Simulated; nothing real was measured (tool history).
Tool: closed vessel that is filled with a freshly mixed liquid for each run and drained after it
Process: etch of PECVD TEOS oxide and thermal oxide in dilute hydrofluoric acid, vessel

run	hour	temperature setpoint of the liquid (°C)	parts of water to one part of 49 % hydrofluoric acid (parts by volume)	time in the liquid (s)	thickness taken off the PECVD TEOS oxide on a monitor wafer (nm)	thickness taken off the thermal oxide on a monitor wafer (nm)
1	0.0	20.0	205	155	9.6649	2.7248
2	3.4	22.5	205	155	10.6850	3.0311
3	8.9	21.0	205	155	10.0980	2.8941
4	10.8	20.5	230	155	8.6142	2.4948
5	18.6	22.0	230	155	9.1784	2.6334
6	25.8	22.0	300	155	6.4612	1.8298

Forecast run 7:
7	31.5	18.0	365	150	?	?

{"run 7": {"thickness taken off the PECVD TEOS oxide on a monitor wafer (nm)": 4.3013, "thickness taken off the thermal oxide on a monitor wafer (nm)": 1.2125}}
